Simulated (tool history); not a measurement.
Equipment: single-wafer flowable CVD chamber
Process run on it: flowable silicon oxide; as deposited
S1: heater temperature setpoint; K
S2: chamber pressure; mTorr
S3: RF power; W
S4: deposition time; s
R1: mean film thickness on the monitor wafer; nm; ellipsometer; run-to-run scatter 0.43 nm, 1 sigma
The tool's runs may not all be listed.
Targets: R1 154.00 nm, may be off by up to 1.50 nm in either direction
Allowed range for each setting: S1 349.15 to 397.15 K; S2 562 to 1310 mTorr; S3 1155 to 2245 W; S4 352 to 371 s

run	hour	S1	S2	S3	S4	R1
1	0.0	373.15	936	1700	371	240.39
2	3.2	379.15	936	1700	371	190.01
3	6.4	381.15	936	1700	371	177.42
4	8.5	382.15	936	1700	371	170.47
# hour 14.7: capacitance manometer re-zeroed and calibrated
5	14.7	382.15	936	1465	371	162.99
6	19.0	383.15	936	1465	371	157.21
7	19.7	384.15	936	1465	371	151.59
8	28.1	384.15	936	1465	371	152.17

Which single option among these 4 for the next run brings every result within its allowed miss of target? Just one does.
A	36.5	378.15	715	1760	359	?
B	36.5	380.15	923	1290	369	?
C	36.5	380.15	828	1425	370	?
D	36.5	384.15	905	1565	361	?

move	R1
A	156.79
B	157.47
C	154.29
D	148.93
A: moves the result that the last run missed by most past its target, out the other side
B: moves the result that the last run missed by most past its target, out the other side
C: all results in spec
D: misses by more than the last run did
C meets every target.
